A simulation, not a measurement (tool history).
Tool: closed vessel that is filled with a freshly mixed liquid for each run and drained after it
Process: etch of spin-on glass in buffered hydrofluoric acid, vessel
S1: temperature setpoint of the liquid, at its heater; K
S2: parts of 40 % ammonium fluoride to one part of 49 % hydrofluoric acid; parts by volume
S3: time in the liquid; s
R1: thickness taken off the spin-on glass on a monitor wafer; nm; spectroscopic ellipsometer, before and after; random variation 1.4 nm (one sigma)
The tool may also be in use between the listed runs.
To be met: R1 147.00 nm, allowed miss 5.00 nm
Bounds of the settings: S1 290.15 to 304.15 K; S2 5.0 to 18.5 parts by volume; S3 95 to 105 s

| run | hour | S1 | S2 | S3 | R1 |
|---|---|---|---|---|---|
| 1 | 0.0 | 296.15 | 11.5 | 95 | 276.21 |
| 2 | 4.4 | 294.15 | 13.0 | 95 | 220.97 |
| 3 | 7.4 | 292.15 | 13.0 | 95 | 194.66 |
| 4 | 12.1 | 291.65 | 13.5 | 95 | 186.03 |
| 5 | 17.9 | 291.65 | 13.5 | 105 | 204.64 |
| 6 | 19.5 | 291.15 | 14.5 | 105 | 183.45 |
| 7 | 24.2 | 290.65 | 15.0 | 105 | 170.73 |
| 8 | 29.7 | 290.15 | 16.5 | 105 | 153.25 |
|  | 34.6 | hydrofluoric acid flow meter replaced |
| 9 | 34.6 | 290.15 | 17.0 | 105 | 134.25 |
| 10 | 41.9 | 290.65 | 17.0 | 105 | 135.94 |
| 11 | 43.9 | 291.15 | 17.0 | 105 | 139.33 |

Which of these 5 next moves meets every target?
| A | 45.9 | 290.65 | 17.0 | 105 | ? |
| B | 45.9 | 293.15 | 16.5 | 105 | ? |
| C | 45.9 | 291.15 | 16.5 | 105 | ? |
| D | 45.9 | 290.65 | 16.5 | 100 | ? |
| E | 45.9 | 292.65 | 17.5 | 95 | ? |

| move | R1 |
|---|---|
| A | 135.35 |
| B | 160.56 |
| C | 143.42 |
| D | 132.75 |
| E | 133.28 |
A: further off than the last run
B: takes the result that was furthest off past its target
C: meets every target
D: further off than the last run
E: further off than the last run
Move C is the one to make.
